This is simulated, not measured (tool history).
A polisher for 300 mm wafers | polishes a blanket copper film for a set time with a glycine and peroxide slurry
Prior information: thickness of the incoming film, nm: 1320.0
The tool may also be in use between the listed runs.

run	hour	flow of slurry (ml/min)	pressure of the wafer on the pad (psi)	speed of the pad under the wafer (m/s)	polishing time (s)	film removed (angstrom)
1	0.0	125	3.0	0.98	37	2551.9
2	1.2	125	3.0	0.98	33	2279.3
3	8.0	125	3.0	1.08	33	2424.0
4	16.4	125	2.6	1.08	33	2132.9
5	20.4	120	2.5	1.08	33	2054.5
6	26.4	115	2.4	1.08	33	1999.6
7	27.3	115	2.3	1.08	33	1973.8

The next listed run, before its measurement:
8	35.5	105	1.8	1.06	33	?

{"run 8": {"film removed (angstrom)": 1592.0}}

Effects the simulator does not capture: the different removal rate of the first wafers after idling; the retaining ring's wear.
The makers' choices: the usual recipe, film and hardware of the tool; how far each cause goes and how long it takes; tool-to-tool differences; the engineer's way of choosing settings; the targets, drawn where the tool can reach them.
